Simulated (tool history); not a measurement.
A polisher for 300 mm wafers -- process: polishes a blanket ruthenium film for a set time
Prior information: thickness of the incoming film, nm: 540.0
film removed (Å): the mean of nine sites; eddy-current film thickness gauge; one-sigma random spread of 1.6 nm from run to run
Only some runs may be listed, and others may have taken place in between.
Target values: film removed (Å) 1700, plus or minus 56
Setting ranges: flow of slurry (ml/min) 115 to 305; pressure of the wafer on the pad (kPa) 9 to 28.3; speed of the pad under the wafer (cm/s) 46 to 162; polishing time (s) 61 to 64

| run | hour | flow of slurry (ml/min) | pressure of the wafer on the pad (kPa) | speed of the pad under the wafer (cm/s) | polishing time (s) | film removed (Å) |
|---|---|---|---|---|---|---|
| 1 | 0 | 195 | 18.6 | 104 | 61 | 1141.1 |
| 2 | 1.6 | 200 | 20.7 | 104 | 61 | 1289.3 |
| 3 | 8.3 | 200 | 16.5 | 104 | 61 | 1049.2 |
| 4 | 15.2 | 210 | 18.6 | 104 | 61 | 1190.9 |
| 5 | 23 | 230 | 20 | 104 | 61 | 1261.2 |
| 6 | 30.9 | 230 | 21.4 | 104 | 61 | 1373.3 |
| 7 | 36.9 | 235 | 22.1 | 104 | 61 | 1409.4 |
| 8 | 37.8 | 235 | 22.8 | 104 | 61 | 1453.4 |
| 9 | 38.4 | 235 | 23.4 | 104 | 61 | 1479.7 |
| 10 | 44 | 240 | 24.1 | 104 | 61 | 1542.4 |
| 11 | 47.1 | 245 | 24.8 | 104 | 61 | 1584.5 |
| 12 | 56 | 245 | 25.5 | 104 | 61 | 1615.8 |
| 13 | 60.2 | 250 | 25.5 | 104 | 61 | 1618.6 |

4 next moves are on the table. One of them brings every result within its allowed miss. Which?
| A | 64.4 | 265 | 20.7 | 122 | 61 | ? |
| B | 64.4 | 215 | 24.8 | 108 | 64 | ? |
| C | 64.4 | 265 | 24.8 | 98 | 62 | ? |
| D | 64.4 | 290 | 25.5 | 90 | 64 | ? |

| move | film removed (Å) |
|---|---|
| A | 1535.9 |
| B | 1677.2 |
| C | 1507.4 |
| D | 1483.2 |
A: lands further from the targets than the last run did
B: in spec on every target
C: lands further from the targets than the last run did
D: lands further from the targets than the last run did
Move B is the one to make.
